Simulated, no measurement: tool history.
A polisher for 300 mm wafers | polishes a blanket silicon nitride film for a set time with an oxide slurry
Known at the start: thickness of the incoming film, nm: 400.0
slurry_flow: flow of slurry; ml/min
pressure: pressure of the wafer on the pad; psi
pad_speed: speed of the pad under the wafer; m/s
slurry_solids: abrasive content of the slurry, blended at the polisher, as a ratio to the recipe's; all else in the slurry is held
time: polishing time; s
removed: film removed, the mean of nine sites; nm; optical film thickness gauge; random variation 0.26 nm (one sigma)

| run | hour | slurry_flow | pressure | pad_speed | slurry_solids | time | removed |
|---|---|---|---|---|---|---|---|
| 1 | 0 | 270 | 3.4 | 0.86 | 1 | 43 | 21.849 |
| 2 | 8.9 | 275 | 3.8 | 0.86 | 1 | 43 | 24.397 |
| 3 | 9.8 | 280 | 4.2 | 0.86 | 1 | 43 | 26.83 |
| 4 | 12.5 | 240 | 4.2 | 0.86 | 1 | 43 | 26.346 |
| 5 | 14.6 | 240 | 4.2 | 0.78 | 1 | 43 | 24.924 |
| 6 | 15.8 | 245 | 4.5 | 0.82 | 1 | 43 | 27.471 |
| 7 | 20.5 | 255 | 4.7 | 0.86 | 1 | 43 | 29.427 |

Forecast run 8:
| 8 | 26.4 | 255 | 4.8 | 0.9 | 1 | 43 | ? |

removed: 30.524 nm

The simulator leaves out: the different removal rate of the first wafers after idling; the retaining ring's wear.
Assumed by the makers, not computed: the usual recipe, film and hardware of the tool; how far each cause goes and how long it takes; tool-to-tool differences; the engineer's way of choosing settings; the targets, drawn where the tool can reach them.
